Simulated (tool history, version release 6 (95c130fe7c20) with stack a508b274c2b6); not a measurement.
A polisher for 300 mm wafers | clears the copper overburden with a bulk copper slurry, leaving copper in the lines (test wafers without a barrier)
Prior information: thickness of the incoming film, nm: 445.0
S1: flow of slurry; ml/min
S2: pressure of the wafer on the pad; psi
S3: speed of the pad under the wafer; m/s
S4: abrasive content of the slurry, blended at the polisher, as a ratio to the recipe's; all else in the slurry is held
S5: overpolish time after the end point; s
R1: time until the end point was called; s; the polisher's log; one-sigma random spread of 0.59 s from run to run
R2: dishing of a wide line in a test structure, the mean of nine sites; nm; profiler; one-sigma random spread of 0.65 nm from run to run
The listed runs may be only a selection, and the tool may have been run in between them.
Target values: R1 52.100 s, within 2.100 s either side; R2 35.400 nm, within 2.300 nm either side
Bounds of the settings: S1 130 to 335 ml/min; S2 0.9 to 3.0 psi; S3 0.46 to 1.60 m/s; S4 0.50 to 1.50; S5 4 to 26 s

run,hour,S1,S2,S3,S4,S5,R1,R2
1,0.0,215,1.9,1.02,1.00,13,70.350,50.117
2,5.6,215,2.0,1.04,1.00,11,67.896,44.866
3,14.1,215,2.0,1.04,0.85,11,70.317,45.144
4,16.2,215,2.1,1.06,0.90,9,65.353,41.620
5,23.3,215,2.1,1.06,0.90,14,65.979,55.223
6,23.9,215,2.1,1.06,0.75,14,70.093,54.942
7,32.8,215,2.3,1.10,1.00,8,58.399,41.208
8,41.3,240,2.5,1.12,1.10,4,51.434,25.679
9,44.6,220,2.5,1.12,1.10,4,52.294,25.577
10,53.4,210,2.5,1.10,1.10,10,51.942,55.125
11,61.6,230,2.5,1.10,1.10,10,50.328,54.243
12,62.6,245,2.4,1.12,1.10,9,51.850,51.368
13,66.6,185,2.5,1.12,1.15,4,51.064,25.154

Exactly one of the 4 candidate moves below puts every result within its allowed miss. Which one?
A,70.6,205,2.6,1.10,0.95,6,?,?
B,70.6,240,2.7,1.10,1.25,6,?,?
C,70.6,150,2.5,1.14,1.20,5,?,?
D,70.6,175,2.6,1.02,1.20,7,?,?

move,R1,R2
A,51.714,35.368
B,45.122,39.638
C,50.408,30.935
D,51.578,40.210
A: in spec on every target
B: takes the result that was furthest off past its target
C: moves toward the targets from the last run without getting all of them in spec
D: takes the result that was furthest off past its target
So the answer is move A, the one that meets all the targets.
